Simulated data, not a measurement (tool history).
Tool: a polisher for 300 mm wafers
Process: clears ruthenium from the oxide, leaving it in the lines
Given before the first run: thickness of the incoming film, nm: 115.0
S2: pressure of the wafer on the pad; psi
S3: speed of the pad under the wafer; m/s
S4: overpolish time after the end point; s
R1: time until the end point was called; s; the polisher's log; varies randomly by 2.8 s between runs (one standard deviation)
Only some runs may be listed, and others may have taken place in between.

run 1 hour=0 | flow_of_slurry_(ml/min)=320 S2=1.6 S3=0.76 S4=7 | R1=211.68
run 2 hour=4.2 | flow_of_slurry_(ml/min)=320 S2=1.6 S3=0.76 S4=7 | R1=213.86
run 3 hour=9.2 | flow_of_slurry_(ml/min)=320 S2=1.7 S3=0.76 S4=7 | R1=210.27
run 4 hour=11.9 | flow_of_slurry_(ml/min)=320 S2=1.7 S3=0.76 S4=7 | R1=192.68
run 5 hour=19.9 | flow_of_slurry_(ml/min)=320 S2=1.7 S3=0.76 S4=7 | R1=205.62
run 6 hour=22.6 | flow_of_slurry_(ml/min)=320 S2=1.8 S3=0.76 S4=7 | R1=187.69
run 7 hour=26.6 | flow_of_slurry_(ml/min)=320 S2=1.9 S3=0.76 S4=7 | R1=178.53
run 8 hour=32.5 | flow_of_slurry_(ml/min)=320 S2=2 S3=0.76 S4=7 | R1=176.83

Forecast run 9:
run 9 hour=40.5 | flow_of_slurry_(ml/min)=320 S2=2.1 S3=0.76 S4=7 | R1=?

Run 9 gave R1 170.67 s.
